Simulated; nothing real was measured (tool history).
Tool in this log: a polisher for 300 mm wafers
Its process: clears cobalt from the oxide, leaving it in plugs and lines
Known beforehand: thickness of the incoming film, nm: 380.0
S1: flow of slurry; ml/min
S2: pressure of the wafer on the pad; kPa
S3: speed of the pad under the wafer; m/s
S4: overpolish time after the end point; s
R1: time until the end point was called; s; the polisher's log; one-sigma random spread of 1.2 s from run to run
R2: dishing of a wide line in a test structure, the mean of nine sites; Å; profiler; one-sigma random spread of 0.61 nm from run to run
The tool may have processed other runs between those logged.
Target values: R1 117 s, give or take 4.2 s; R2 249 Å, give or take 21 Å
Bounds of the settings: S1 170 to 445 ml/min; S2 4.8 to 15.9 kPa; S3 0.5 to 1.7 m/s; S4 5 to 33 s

{"run": 1, "hour": 0.0, "S1": 285, "S2": 10.3, "S3": 1.1, "S4": 17, "R1": 79.509, "R2": 428.5}
{"run": 2, "hour": 6.9, "S1": 245, "S2": 10.3, "S3": 1.1, "S4": 17, "R1": 79.793, "R2": 419.82}
{"run": 3, "hour": 13.7, "S1": 240, "S2": 9, "S3": 1.1, "S4": 14, "R1": 92.62, "R2": 373.02}
{"run": 4, "hour": 18.7, "S1": 240, "S2": 10.3, "S3": 1.1, "S4": 14, "R1": 80.019, "R2": 374.52}
{"run": 5, "hour": 20.8, "S1": 235, "S2": 9, "S3": 1.08, "S4": 11, "R1": 93.015, "R2": 295.76}
{"run": 6, "hour": 24.5, "S1": 235, "S2": 8.3, "S3": 1.08, "S4": 10, "R1": 99.6, "R2": 255.99}
{"run": 7, "hour": 31.3, "S1": 235, "S2": 7.6, "S3": 1.08, "S4": 10, "R1": 108.3, "R2": 245.88}
{"run": 8, "hour": 34.3, "S1": 235, "S2": 7.6, "S3": 1.08, "S4": 10, "R1": 109.61, "R2": 243.03}
{"run": 9, "hour": 43.2, "S1": 235, "S2": 7.6, "S3": 1.08, "S4": 11, "R1": 108.26, "R2": 254.96}

Exercise: of the 4 proposed moves below, exactly one satisfies all targets within the stated allowed misses. Which move is it?
{"run": "A", "hour": 52.1, "S1": 195, "S2": 7.6, "S3": 1, "S4": 14, "R1": "?", "R2": "?"}
{"run": "B", "hour": 52.1, "S1": 210, "S2": 8.3, "S3": 0.94, "S4": 11, "R1": "?", "R2": "?"}
{"run": "C", "hour": 52.1, "S1": 250, "S2": 7.6, "S3": 1.22, "S4": 9, "R1": "?", "R2": "?"}
{"run": "D", "hour": 52.1, "S1": 235, "S2": 7.6, "S3": 1.14, "S4": 11, "R1": "?", "R2": "?"}

move=A R1=120.02 R2=280.29
move=B R1=116.42 R2=238.98
move=C R1=95.553 R2=238.16
move=D R1=102.86 R2=262.56
A: gets the furthest-off result to its target, but another result is out of tolerance
B: every result lands within tolerance
C: further off than the last run
D: further off than the last run
B meets every target.
